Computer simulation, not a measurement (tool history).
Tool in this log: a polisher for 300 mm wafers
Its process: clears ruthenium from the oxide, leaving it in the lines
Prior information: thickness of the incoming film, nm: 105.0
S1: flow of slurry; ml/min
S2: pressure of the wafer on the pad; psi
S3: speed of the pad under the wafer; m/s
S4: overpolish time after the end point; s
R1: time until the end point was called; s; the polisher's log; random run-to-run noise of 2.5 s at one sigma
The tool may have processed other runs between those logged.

run 1 hour=0 | S1=200 S2=1.8 S3=1.14 S4=8 | R1=66.132
run 2 hour=8.8 | S1=200 S2=1.6 S3=1.06 S4=8 | R1=82.607
run 3 hour=10.4 | S1=200 S2=1.6 S3=1.06 S4=6 | R1=79.245
run 4 hour=11.5 | S1=200 S2=1.4 S3=1 S4=6 | R1=97.416
run 5 hour=17 | S1=200 S2=1.8 S3=1 S4=6 | R1=75.324
run 6 hour=25.9 | S1=200 S2=2.1 S3=1 S4=6 | R1=67.17
run 7 hour=28.6 | S1=200 S2=1.8 S3=0.94 S4=6 | R1=78.842

Estimate the outcome of run 8 from the log above:
run 8 hour=37.2 | S1=190 S2=1.3 S3=0.62 S4=6 | R1=?

R1: 160.6 s
